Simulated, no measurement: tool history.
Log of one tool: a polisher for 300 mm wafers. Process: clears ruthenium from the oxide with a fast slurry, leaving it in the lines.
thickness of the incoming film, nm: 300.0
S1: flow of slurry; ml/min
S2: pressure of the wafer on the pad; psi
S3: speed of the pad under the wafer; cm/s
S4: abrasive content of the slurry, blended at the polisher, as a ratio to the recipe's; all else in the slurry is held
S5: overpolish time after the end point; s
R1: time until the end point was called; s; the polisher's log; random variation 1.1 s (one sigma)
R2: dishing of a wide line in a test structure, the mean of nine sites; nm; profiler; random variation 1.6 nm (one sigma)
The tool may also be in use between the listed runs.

Run 1, hour 0: S1 310 ml/min, S2 2.3 psi, S3 130 cm/s, S4 1, S5 20 s. Result: R1 74.17 s, R2 66.336 nm.
Run 2, hour 1.5: S1 310 ml/min, S2 2.3 psi, S3 130 cm/s, S4 1, S5 14 s. Result: R1 73.489 s, R2 49.123 nm.
Run 3, hour 6.9: S1 310 ml/min, S2 2.3 psi, S3 130 cm/s, S4 1, S5 9 s. Result: R1 72.267 s, R2 33.612 nm.
Run 4, hour 9.3: S1 310 ml/min, S2 2.4 psi, S3 130 cm/s, S4 1, S5 14 s. Result: R1 68.162 s, R2 50.601 nm.
At hour 15.6: head pressure recalibrated.
Run 5, hour 15.6: S1 250 ml/min, S2 2.4 psi, S3 130 cm/s, S4 1, S5 14 s. Result: R1 78.519 s, R2 48.073 nm.
Run 6, hour 21.5: S1 250 ml/min, S2 2.8 psi, S3 130 cm/s, S4 1, S5 14 s. Result: R1 66.247 s, R2 53.323 nm.
Run 7, hour 23.2: S1 230 ml/min, S2 2.8 psi, S3 132 cm/s, S4 1, S5 18 s. Result: R1 66.213 s, R2 65.705 nm.

Run 8 comes next. What will it give?
Run 8, hour 25.4: S1 220 ml/min, S2 2.8 psi, S3 134 cm/s, S4 1, S5 21 s. Result: R1 ?, R2 ?.

Run 8 gave R1 66.254 s, R2 73.58 nm.

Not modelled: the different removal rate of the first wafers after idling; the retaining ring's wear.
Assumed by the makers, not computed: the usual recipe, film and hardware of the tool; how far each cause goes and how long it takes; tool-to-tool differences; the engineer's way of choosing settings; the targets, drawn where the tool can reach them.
